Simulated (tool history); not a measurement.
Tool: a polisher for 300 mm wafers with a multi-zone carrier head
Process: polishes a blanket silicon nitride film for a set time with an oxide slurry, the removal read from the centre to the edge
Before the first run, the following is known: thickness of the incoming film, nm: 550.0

| run | hour | flow of slurry (ml/min) | pressure of the head's centre zone | pressure of the head's middle zone | pressure of the head's edge zone | abrasive content of the slurry | polishing time (s) | film removed at the wafer's centre (Å) | film removed at mid-radius (Å) | film removed at the wafer's edge (Å) |
|---|---|---|---|---|---|---|---|---|---|---|
| 1 | 0 | 155 | 1 | 1 | 1 | 1 | 54 | 564.59 | 559.75 | 558.44 |
| 2 | 4.5 | 155 | 1 | 1 | 1 | 0.8 | 54 | 518.5 | 493.39 | 510.86 |
| 3 | 12.4 | 165 | 1 | 1.02 | 1.03 | 0.95 | 56 | 589.73 | 577.02 | 572.82 |
| 4 | 16.2 | 190 | 1 | 1.02 | 1.03 | 0.95 | 56 | 598.69 | 578.73 | 579.84 |
|  | 19 | worn pad replaced by a new one |
| 5 | 19 | 190 | 0.94 | 1.02 | 1.03 | 0.95 | 56 | 596.92 | 608.95 | 619.87 |
| 6 | 21.6 | 190 | 1.01 | 1.02 | 1.03 | 0.95 | 56 | 644.95 | 614.91 | 621.32 |
| 7 | 26 | 200 | 0.99 | 1.04 | 1.05 | 1.05 | 57 | 679.66 | 675.4 | 667.27 |
| 8 | 29.8 | 210 | 0.98 | 1.06 | 1.07 | 1.15 | 57 | 684.96 | 720.28 | 697.13 |
| 9 | 33.2 | 215 | 0.98 | 1.07 | 1.08 | 1.25 | 58 | 750.18 | 760.3 | 736.86 |

The next listed run, before its measurement:
| 10 | 38.3 | 220 | 0.97 | 1.09 | 1.09 | 1.3 | 59 | ? | ? | ? |

{"run 10": {"film removed at the wafer's centre (Å)": 746.88, "film removed at mid-radius (Å)": 791.08, "film removed at the wafer's edge (Å)": 760.06}}
